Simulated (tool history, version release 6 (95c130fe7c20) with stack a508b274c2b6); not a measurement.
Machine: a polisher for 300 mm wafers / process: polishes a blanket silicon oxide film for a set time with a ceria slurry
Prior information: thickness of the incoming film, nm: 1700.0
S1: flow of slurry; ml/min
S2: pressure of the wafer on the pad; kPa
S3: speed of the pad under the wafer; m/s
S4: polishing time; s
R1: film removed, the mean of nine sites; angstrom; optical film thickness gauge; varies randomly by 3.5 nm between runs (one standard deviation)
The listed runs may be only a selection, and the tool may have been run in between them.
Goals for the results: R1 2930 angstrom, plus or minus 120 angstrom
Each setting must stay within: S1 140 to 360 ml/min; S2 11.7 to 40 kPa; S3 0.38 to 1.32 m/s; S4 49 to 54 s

| run | hour | S1 | S2 | S3 | S4 | R1 |
|---|---|---|---|---|---|---|
| 1 | 0 | 230 | 25.5 | 0.84 | 54 | 1895.8 |
| 2 | 7.6 | 230 | 29 | 0.84 | 54 | 2143.5 |
| 3 | 14.1 | 230 | 29 | 0.96 | 54 | 2429.7 |
| 4 | 18.9 | 190 | 29 | 0.96 | 54 | 2335.6 |
| 5 | 21.9 | 190 | 29 | 0.76 | 54 | 1873.5 |
| 6 | 30 | 190 | 33.1 | 0.76 | 54 | 2156.3 |
| 7 | 35 | 205 | 35.2 | 0.76 | 54 | 2340.4 |
| 8 | 42.2 | 215 | 36.5 | 0.76 | 54 | 2405 |

Consider the 5 candidate settings below. Which is the only one whose results all fall within their allowed miss of target?
| A | 49.4 | 230 | 33.8 | 0.58 | 52 | ? |
| B | 49.4 | 265 | 35.2 | 0.92 | 54 | ? |
| C | 49.4 | 155 | 37.2 | 0.6 | 51 | ? |
| D | 49.4 | 220 | 37.9 | 0.6 | 49 | ? |
| E | 49.4 | 195 | 35.9 | 0.7 | 49 | ? |

| move | R1 |
|---|---|
| A | 1694.9 |
| B | 2903.2 |
| C | 1779.6 |
| D | 1837.1 |
| E | 1984 |
A: further off than the last run
B: each result inside its tolerance
C: further off than the last run
D: further off than the last run
E: further off than the last run
Move B is the one to make.
